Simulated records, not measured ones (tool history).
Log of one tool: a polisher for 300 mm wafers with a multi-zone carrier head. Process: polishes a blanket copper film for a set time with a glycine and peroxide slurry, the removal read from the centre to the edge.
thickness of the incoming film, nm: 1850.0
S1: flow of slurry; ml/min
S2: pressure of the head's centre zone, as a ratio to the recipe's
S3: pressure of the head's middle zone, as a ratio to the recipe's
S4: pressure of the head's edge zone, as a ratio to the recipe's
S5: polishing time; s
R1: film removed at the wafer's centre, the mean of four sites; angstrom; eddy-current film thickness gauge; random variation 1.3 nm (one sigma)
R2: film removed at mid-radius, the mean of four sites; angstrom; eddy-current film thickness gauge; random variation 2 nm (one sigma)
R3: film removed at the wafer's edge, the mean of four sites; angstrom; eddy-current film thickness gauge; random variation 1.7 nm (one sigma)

| run | day | S1 | S2 | S3 | S4 | S5 | R1 | R2 | R3 |
|---|---|---|---|---|---|---|---|---|---|
| 1 | 0 | 155 | 1 | 1 | 1 | 66 | 3506.5 | 3477.2 | 3429.7 |
| 2 | 0.175 | 150 | 0.98 | 0.98 | 0.98 | 63 | 3272.1 | 3232.5 | 3205.7 |
| 3 | 0.504 | 145 | 0.96 | 0.96 | 0.96 | 61 | 3052.1 | 3098.1 | 3076.1 |
| 4 | 0.725 | 145 | 0.96 | 0.96 | 0.96 | 67 | 3392.4 | 3366.8 | 3361.4 |
| 5 | 0.854 | 145 | 0.96 | 0.96 | 0.96 | 51 | 2589.7 | 2560.7 | 2589.3 |
| 6 | 1 | 140 | 0.95 | 0.95 | 0.95 | 51 | 2513.5 | 2555.8 | 2531.1 |
| 7 | 1.308 | 135 | 0.94 | 0.94 | 0.94 | 51 | 2486.7 | 2506.3 | 2499 |

Forecast run 8:
| 8 | 1.367 | 130 | 0.93 | 0.93 | 0.94 | 51 | ? | ? | ? |

Run 8 gave R1 2446.4 angstrom, R2 2456.7 angstrom, R3 2492.3 angstrom.
